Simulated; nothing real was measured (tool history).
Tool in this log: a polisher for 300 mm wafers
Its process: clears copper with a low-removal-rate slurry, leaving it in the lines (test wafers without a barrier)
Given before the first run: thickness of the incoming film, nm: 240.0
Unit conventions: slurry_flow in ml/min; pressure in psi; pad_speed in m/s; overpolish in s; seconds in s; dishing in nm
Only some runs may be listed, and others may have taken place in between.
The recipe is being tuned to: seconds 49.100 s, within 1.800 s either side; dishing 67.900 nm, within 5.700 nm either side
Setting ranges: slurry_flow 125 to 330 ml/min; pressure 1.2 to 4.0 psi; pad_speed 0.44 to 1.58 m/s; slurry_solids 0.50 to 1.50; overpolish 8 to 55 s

run 1 day=0.000 | slurry_flow=210 pressure=2.6 pad_speed=1.00 slurry_solids=1.00 overpolish=28 | seconds=91.668 dishing=46.196
run 2 day=0.308 | slurry_flow=210 pressure=2.6 pad_speed=1.00 slurry_solids=1.00 overpolish=17 | seconds=91.920 dishing=30.124
run 3 day=0.633 | slurry_flow=210 pressure=3.2 pad_speed=1.00 slurry_solids=1.00 overpolish=17 | seconds=74.616 dishing=35.281
run 4 day=0.992 | slurry_flow=210 pressure=3.5 pad_speed=1.04 slurry_solids=1.00 overpolish=20 | seconds=66.091 dishing=43.701
run 5 day=1.275 | slurry_flow=210 pressure=3.5 pad_speed=1.04 slurry_solids=1.00 overpolish=14 | seconds=65.139 dishing=34.013
run 6 day=1.350 | slurry_flow=210 pressure=3.5 pad_speed=1.04 slurry_solids=0.85 overpolish=14 | seconds=67.877 dishing=31.928
run 7 day=1.688 | slurry_flow=215 pressure=3.6 pad_speed=1.10 slurry_solids=0.90 overpolish=18 | seconds=63.035 dishing=44.050
run 8 day=2.000 | slurry_flow=220 pressure=3.7 pad_speed=1.16 slurry_solids=0.90 overpolish=19 | seconds=57.556 dishing=50.677
run 9 day=2.062 | slurry_flow=225 pressure=3.8 pad_speed=1.18 slurry_solids=0.90 overpolish=20 | seconds=54.132 dishing=52.999
run 10 day=2.125 | slurry_flow=225 pressure=3.9 pad_speed=1.20 slurry_solids=0.90 overpolish=21 | seconds=51.934 dishing=57.672
run 11 day=2.450 | slurry_flow=225 pressure=3.9 pad_speed=1.22 slurry_solids=0.90 overpolish=22 | seconds=51.385 dishing=61.357
run 12 day=2.567 | slurry_flow=225 pressure=3.9 pad_speed=1.22 slurry_solids=0.90 overpolish=23 | seconds=51.253 dishing=61.173
run 13 day=2.888 | slurry_flow=225 pressure=3.9 pad_speed=1.22 slurry_solids=0.90 overpolish=24 | seconds=51.645 dishing=64.365

Consider the 4 candidate settings below. Which is the only one whose results all fall within their allowed miss of target?
run A day=3.208 | slurry_flow=205 pressure=4.0 pad_speed=1.16 slurry_solids=0.95 overpolish=36 | seconds=? dishing=?
run B day=3.208 | slurry_flow=210 pressure=4.0 pad_speed=1.26 slurry_solids=0.85 overpolish=20 | seconds=? dishing=?
run C day=3.208 | slurry_flow=230 pressure=3.6 pad_speed=1.38 slurry_solids=0.90 overpolish=21 | seconds=? dishing=?
run D day=3.208 | slurry_flow=310 pressure=3.7 pad_speed=1.34 slurry_solids=0.85 overpolish=25 | seconds=? dishing=?

move=A seconds=53.519 dishing=86.019
move=B seconds=50.295 dishing=58.992
move=C seconds=49.970 dishing=61.159
move=D seconds=49.210 dishing=70.520
A: its largest miss is bigger than the last run's
B: the furthest-off result lands on target, but another misses its tolerance
C: the furthest-off result lands on target, but another misses its tolerance
D: meets every target
The right move is D.
